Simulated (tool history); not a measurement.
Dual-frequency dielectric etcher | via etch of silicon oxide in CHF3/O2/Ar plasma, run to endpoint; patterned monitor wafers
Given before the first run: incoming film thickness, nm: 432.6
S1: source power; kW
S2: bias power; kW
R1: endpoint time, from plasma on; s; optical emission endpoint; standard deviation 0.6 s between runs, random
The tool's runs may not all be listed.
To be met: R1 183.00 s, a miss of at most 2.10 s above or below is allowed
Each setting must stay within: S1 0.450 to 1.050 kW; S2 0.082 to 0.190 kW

run	hour	S1	S2	R1
1	0.0	0.750	0.136	223.06
2	3.2	0.790	0.138	216.31
3	11.3	0.720	0.138	225.28
4	15.7	0.850	0.138	209.93
5	24.2	0.850	0.147	205.74
6	30.8	0.870	0.148	203.78
7	39.0	0.890	0.149	200.59
8	45.7	1.040	0.153	185.11

Next run, 4 choices. One meets every target within its allowed miss, the rest don't. Which?
A	52.4	1.020	0.157	?
B	52.4	1.020	0.144	?
C	52.4	0.920	0.190	?
D	52.4	0.960	0.166	?

move	R1
A	187.15
B	192.34
C	183.73
D	188.65
A: its largest miss is bigger than the last run's
B: its largest miss is bigger than the last run's
C: in spec on every target
D: its largest miss is bigger than the last run's
Move C is the one to make.
